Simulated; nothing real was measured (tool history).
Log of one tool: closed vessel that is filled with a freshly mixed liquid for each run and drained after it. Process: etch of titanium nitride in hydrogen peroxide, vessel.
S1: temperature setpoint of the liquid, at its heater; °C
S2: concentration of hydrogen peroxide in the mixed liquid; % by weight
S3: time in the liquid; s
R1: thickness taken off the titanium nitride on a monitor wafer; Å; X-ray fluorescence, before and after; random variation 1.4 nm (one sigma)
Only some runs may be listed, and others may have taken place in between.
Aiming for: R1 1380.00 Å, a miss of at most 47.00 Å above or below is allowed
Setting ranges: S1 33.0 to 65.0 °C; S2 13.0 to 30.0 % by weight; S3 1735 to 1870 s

run,day,S1,S2,S3,R1
1,0.000,49.0,24.0,1735,620.24
2,0.025,50.0,24.0,1735,668.19
3,0.333,51.0,24.0,1735,715.14
4,0.650,51.0,27.0,1735,732.68
5,0.796,51.0,27.0,1870,795.91
6,0.938,52.0,27.0,1870,848.47
7,1.012,53.0,27.0,1870,906.89
8,1.150,53.5,27.0,1870,931.05
9,1.379,54.0,27.0,1870,967.84
10,1.633,54.5,27.0,1870,1014.30
11,1.712,55.0,27.0,1870,1050.40
12,1.842,55.5,27.0,1870,1086.80
13,2.033,59.5,27.0,1870,1443.40

Exercise: of the 4 proposed moves below, exactly one satisfies all targets within the stated allowed misses. Which move is it?
A,2.225,60.0,28.5,1855,?
B,2.225,60.0,26.5,1870,?
C,2.225,59.0,27.0,1845,?
D,2.225,60.5,30.0,1870,?

move,R1
A,1503.70
B,1491.80
C,1380.50
D,1586.10
A: the biggest miss grows against the last run
B: the biggest miss grows against the last run
C: all results land within tolerance of their targets
D: the biggest miss grows against the last run
Answer: C

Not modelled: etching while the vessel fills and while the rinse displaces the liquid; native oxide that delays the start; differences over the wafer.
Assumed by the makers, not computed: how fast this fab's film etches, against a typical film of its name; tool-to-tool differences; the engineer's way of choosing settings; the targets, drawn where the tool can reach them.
